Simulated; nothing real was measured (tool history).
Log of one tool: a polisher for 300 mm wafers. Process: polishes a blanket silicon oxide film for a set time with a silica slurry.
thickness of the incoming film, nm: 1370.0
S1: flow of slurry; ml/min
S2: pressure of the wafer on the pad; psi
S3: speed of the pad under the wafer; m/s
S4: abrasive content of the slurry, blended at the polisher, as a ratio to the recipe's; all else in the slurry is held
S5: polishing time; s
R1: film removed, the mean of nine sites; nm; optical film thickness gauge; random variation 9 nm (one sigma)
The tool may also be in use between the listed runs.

Run 1, hour 0.0: S1 165 ml/min, S2 4.3 psi, S3 1.48 m/s, S4 1.0, S5 88 s. Result: R1 342.96 nm.
Run 2, hour 6.8: S1 190 ml/min, S2 4.3 psi, S3 1.48 m/s, S4 1.0, S5 88 s. Result: R1 352.14 nm.
Run 3, hour 8.7: S1 190 ml/min, S2 4.7 psi, S3 1.52 m/s, S4 1.0, S5 88 s. Result: R1 389.30 nm.
Run 4, hour 10.8: S1 190 ml/min, S2 4.7 psi, S3 1.74 m/s, S4 1.0, S5 88 s. Result: R1 448.27 nm.
Run 5, hour 18.1: S1 190 ml/min, S2 5.0 psi, S3 1.74 m/s, S4 1.0, S5 88 s. Result: R1 463.10 nm.
Run 6, hour 20.6: S1 190 ml/min, S2 5.3 psi, S3 1.76 m/s, S4 1.0, S5 88 s. Result: R1 493.67 nm.
Run 7, hour 25.5: S1 190 ml/min, S2 5.5 psi, S3 1.78 m/s, S4 1.0, S5 88 s. Result: R1 520.06 nm.
Run 8, hour 30.0: S1 190 ml/min, S2 5.5 psi, S3 1.78 m/s, S4 1.0, S5 88 s. Result: R1 509.59 nm.

The next listed run, before its measurement:
Run 9, hour 31.2: S1 190 ml/min, S2 5.7 psi, S3 1.80 m/s, S4 1.0, S5 88 s. Result: R1 ?.

{"run 9": {"R1": 537.37}}
